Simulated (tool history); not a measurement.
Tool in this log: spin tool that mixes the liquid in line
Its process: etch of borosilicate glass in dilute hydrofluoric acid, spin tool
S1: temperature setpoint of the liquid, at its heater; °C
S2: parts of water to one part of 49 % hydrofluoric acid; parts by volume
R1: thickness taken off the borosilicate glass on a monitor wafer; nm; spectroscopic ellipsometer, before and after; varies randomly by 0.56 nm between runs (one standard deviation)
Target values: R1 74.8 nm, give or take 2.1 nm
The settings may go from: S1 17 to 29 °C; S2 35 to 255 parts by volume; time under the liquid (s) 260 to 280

run 1 day=0 | S1=21 S2=145 time_under_the_liquid_(s)=260 | R1=24.728
run 2 day=0.358 | S1=21 S2=185 time_under_the_liquid_(s)=260 | R1=18.494
run 3 day=0.483 | S1=21 S2=225 time_under_the_liquid_(s)=260 | R1=14.331
run 4 day=0.625 | S1=22 S2=195 time_under_the_liquid_(s)=260 | R1=18.165
run 5 day=0.671 | S1=22 S2=155 time_under_the_liquid_(s)=260 | R1=23.94
run 6 day=0.817 | S1=23 S2=135 time_under_the_liquid_(s)=260 | R1=29.084
-- day=1.1 hydrofluoric acid flow meter replaced
run 7 day=1.1 | S1=24 S2=120 time_under_the_liquid_(s)=260 | R1=37.333
run 8 day=1.225 | S1=24.5 S2=115 time_under_the_liquid_(s)=260 | R1=39.456
run 9 day=1.504 | S1=25 S2=110 time_under_the_liquid_(s)=260 | R1=43.094
run 10 day=1.829 | S1=29 S2=60 time_under_the_liquid_(s)=260 | R1=97.114
run 11 day=2.125 | S1=28.5 S2=60 time_under_the_liquid_(s)=260 | R1=94.514

5 candidate next runs follow, results not yet known. Just one meets every target within its allowed miss. Identify it.
run A day=2.421 | S1=29 S2=80 time_under_the_liquid_(s)=270 | R1=?
run B day=2.421 | S1=28.5 S2=50 time_under_the_liquid_(s)=280 | R1=?
run C day=2.421 | S1=28.5 S2=80 time_under_the_liquid_(s)=260 | R1=?
run D day=2.421 | S1=29 S2=50 time_under_the_liquid_(s)=280 | R1=?
run E day=2.421 | S1=26.5 S2=80 time_under_the_liquid_(s)=260 | R1=?

move=A R1=73.552
move=B R1=125.02
move=C R1=69.474
move=D R1=127.52
move=E R1=64.26
A: all results in spec
B: the biggest miss grows against the last run
C: takes the result that was furthest off past its target
D: the biggest miss grows against the last run
E: takes the result that was furthest off past its target
Go with A: it meets all targets.

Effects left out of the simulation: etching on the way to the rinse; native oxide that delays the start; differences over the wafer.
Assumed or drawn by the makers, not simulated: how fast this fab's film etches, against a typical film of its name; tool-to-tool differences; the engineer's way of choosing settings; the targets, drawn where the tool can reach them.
